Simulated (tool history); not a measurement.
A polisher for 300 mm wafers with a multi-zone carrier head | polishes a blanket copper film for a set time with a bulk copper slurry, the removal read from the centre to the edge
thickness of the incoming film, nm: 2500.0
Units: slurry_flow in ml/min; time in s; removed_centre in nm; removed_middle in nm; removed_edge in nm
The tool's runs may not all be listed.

run,hour,slurry_flow,centre_zone,middle_zone,edge_zone,slurry_solids,time,removed_centre,removed_middle,removed_edge
1,0,280,1,1,1,1,75,317.05,304.82,305.6
2,4.7,280,1,1,1,1,59,247.61,240.72,240.59
3,9.4,285,1.04,1.01,1.04,1.15,63,284.47,267.2,265.72
4,10,290,1.06,1,1.07,1.25,66,304.37,287.01,289.17
5,18.2,290,1.06,1.07,1.07,1.25,66,314.5,301.84,292.05
6,26.3,350,1.06,1.07,1.07,1.25,66,312.05,307.03,299.34

Forecast run 7:
7,30.6,350,1.09,1.05,1.09,1.3,67,?,?,?

removed_centre: 332.87 nm
removed_middle: 307.66 nm
removed_edge: 300.48 nm
